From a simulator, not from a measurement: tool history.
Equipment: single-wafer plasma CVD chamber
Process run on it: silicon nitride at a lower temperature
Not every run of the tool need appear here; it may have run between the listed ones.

run	hour	heater temperature setpoint (deg C)	chamber pressure (Torr)	RF power (W)	deposition time (s)	mean film thickness on the monitor wafer (Å)
1	0	360	1.66	230	24.2	231.54
2	3.4	360	1.54	230	24.2	229.86
3	5.9	360	1.45	225	24.2	224.41
4	8.7	349	1.45	225	24.2	223.3
5	10.8	349	1.38	225	24.2	221.19
6	11.8	358	1.38	225	24.2	220.49
7	16.8	358	1.33	225	24.2	220.06
8	25.2	358	1.28	225	24.2	217.63

The next listed run, before its measurement:
9	25.9	358	1.25	225	24.2	?

mean film thickness on the monitor wafer (Å): 218.44
